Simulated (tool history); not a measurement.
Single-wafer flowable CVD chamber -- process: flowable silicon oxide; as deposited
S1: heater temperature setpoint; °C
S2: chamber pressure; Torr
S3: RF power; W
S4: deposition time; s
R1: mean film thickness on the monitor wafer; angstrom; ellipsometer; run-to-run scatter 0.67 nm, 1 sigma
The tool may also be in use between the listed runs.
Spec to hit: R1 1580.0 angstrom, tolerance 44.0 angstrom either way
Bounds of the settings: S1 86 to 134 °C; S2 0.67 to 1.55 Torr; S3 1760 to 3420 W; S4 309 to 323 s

run 1 hour=0.0 | S1=110 S2=1.11 S3=2590 S4=323 | R1=2138.4
run 2 hour=4.8 | S1=110 S2=1.11 S3=2865 S4=323 | R1=2155.3
run 3 hour=6.1 | S1=112 S2=1.11 S3=2865 S4=323 | R1=2005.0
run 4 hour=8.8 | S1=112 S2=1.11 S3=3020 S4=323 | R1=2006.9
run 5 hour=15.2 | S1=112 S2=1.11 S3=3020 S4=323 | R1=2011.3
run 6 hour=24.1 | S1=112 S2=1.11 S3=3020 S4=323 | R1=2020.9
run 7 hour=27.6 | S1=114 S2=1.11 S3=3020 S4=323 | R1=1887.4
run 8 hour=30.4 | S1=115 S2=1.11 S3=3020 S4=323 | R1=1804.3
run 9 hour=33.9 | S1=116 S2=1.11 S3=3020 S4=323 | R1=1744.9
run 10 hour=38.5 | S1=117 S2=1.11 S3=3020 S4=323 | R1=1694.9
run 11 hour=45.5 | S1=118 S2=1.11 S3=3020 S4=323 | R1=1625.4

Next run, 5 choices. One meets every target within its allowed miss, the rest don't. Which?
run A hour=52.5 | S1=121 S2=1.25 S3=3095 S4=309 | R1=?
run B hour=52.5 | S1=117 S2=1.17 S3=3110 S4=323 | R1=?
run C hour=52.5 | S1=116 S2=1.13 S3=3210 S4=310 | R1=?
run D hour=52.5 | S1=122 S2=1.36 S3=2635 S4=318 | R1=?
run E hour=52.5 | S1=120 S2=1.22 S3=2900 S4=320 | R1=?

move=A R1=1588.1
move=B R1=1772.2
move=C R1=1707.0
move=D R1=1689.7
move=E R1=1646.5
A: each result inside its tolerance
B: misses by more than the last run did
C: misses by more than the last run did
D: misses by more than the last run did
E: misses by more than the last run did
Move A is the one to make.
